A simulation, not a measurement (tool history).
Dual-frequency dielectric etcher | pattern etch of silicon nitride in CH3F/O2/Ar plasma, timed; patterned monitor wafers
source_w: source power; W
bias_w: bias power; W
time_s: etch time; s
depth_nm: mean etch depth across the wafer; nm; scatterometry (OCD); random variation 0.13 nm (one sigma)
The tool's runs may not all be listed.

run	hour	source_w	bias_w	time_s	depth_nm
1	0	490	58	78.5	57.168
2	6.3	490	58	78.5	57.211
3	11.9	480	58	78.5	56.696
4	16.3	470	58	78.5	56.348
# hour 17.1: bias power generator calibrated
5	17.1	470	58	82	59.137
6	20.9	470	64	82	60.282
7	21.8	440	64	82	58.672
8	28.9	420	64	82	57.355

Run 9 comes next. What will it give?
9	33.7	360	64	82	?

Run 9 gave depth_nm 53.722 nm.

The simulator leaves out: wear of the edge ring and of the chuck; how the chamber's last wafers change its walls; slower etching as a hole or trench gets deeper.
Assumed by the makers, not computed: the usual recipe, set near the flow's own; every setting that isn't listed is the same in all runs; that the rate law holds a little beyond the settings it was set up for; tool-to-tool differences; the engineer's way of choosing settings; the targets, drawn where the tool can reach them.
